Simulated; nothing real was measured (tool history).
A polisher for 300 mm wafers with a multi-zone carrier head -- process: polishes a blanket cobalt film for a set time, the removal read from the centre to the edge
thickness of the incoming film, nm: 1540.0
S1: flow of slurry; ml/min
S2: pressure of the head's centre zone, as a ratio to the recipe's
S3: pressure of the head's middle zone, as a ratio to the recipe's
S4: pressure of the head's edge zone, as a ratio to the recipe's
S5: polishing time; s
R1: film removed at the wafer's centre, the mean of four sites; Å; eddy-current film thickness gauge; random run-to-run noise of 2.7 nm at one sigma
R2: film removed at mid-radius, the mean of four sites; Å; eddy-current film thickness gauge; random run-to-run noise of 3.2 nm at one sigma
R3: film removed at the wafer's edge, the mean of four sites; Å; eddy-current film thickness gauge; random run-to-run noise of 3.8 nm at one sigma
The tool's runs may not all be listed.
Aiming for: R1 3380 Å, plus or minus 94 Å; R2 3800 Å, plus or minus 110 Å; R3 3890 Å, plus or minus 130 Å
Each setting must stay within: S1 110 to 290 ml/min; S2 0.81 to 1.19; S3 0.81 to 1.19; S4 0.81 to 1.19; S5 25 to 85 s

run 1 hour=0 | S1=185 S2=1 S3=1 S4=1 S5=55 | R1=2873.3 R2=2856.8 R3=2829
run 2 hour=4 | S1=195 S2=0.98 S3=1.02 S4=1.05 S5=58 | R1=2960 R2=3081.8 R3=3102.1
run 3 hour=12.3 | S1=210 S2=0.98 S3=1.04 S4=1.09 S5=60 | R1=3135 R2=3271.4 R3=3236.5
run 4 hour=17.9 | S1=210 S2=0.96 S3=1.04 S4=1.11 S5=63 | R1=3174.2 R2=3407 R3=3454.1
run 5 hour=24.4 | S1=210 S2=0.96 S3=1 S4=1.11 S5=63 | R1=3248.3 R2=3310.5 R3=3453.7
-- hour=30.7 edge zone pressure recalibrated
run 6 hour=30.7 | S1=210 S2=0.88 S3=1 S4=1.11 S5=63 | R1=2941.5 R2=3405.7 R3=3591
run 7 hour=32.3 | S1=225 S2=0.89 S3=1.01 S4=1.12 S5=64 | R1=3102.2 R2=3452 R3=3620.6
run 8 hour=39.7 | S1=235 S2=0.89 S3=1.06 S4=1.15 S5=69 | R1=3318.2 R2=3947.9 R3=4043.7

Below are 4 possible settings for the next run. Only one of them brings all results inside the allowed miss of their targets. Which is it?
run A hour=47.1 | S1=255 S2=0.82 S3=0.94 S4=1.17 S5=73 | R1=? R2=? R3=?
run B hour=47.1 | S1=210 S2=0.89 S3=1.09 S4=1.18 S5=67 | R1=? R2=? R3=?
run C hour=47.1 | S1=270 S2=0.92 S3=1.06 S4=1.14 S5=67 | R1=? R2=? R3=?
run D hour=47.1 | S1=225 S2=0.95 S3=1.17 S4=1.16 S5=66 | R1=? R2=? R3=?

move=A R1=3250.1 R2=3813.5 R3=4320.6
move=B R1=3159.2 R2=3873.1 R3=3905.6
move=C R1=3376.2 R2=3895.8 R3=3924.5
move=D R1=3358.6 R2=4089.7 R3=3834.3
A: gets the furthest-off result to its target, but another result is out of tolerance
B: gets the furthest-off result to its target, but another result is out of tolerance
C: all results land within tolerance of their targets
D: lands further from the targets than the last run did
The right move is C.
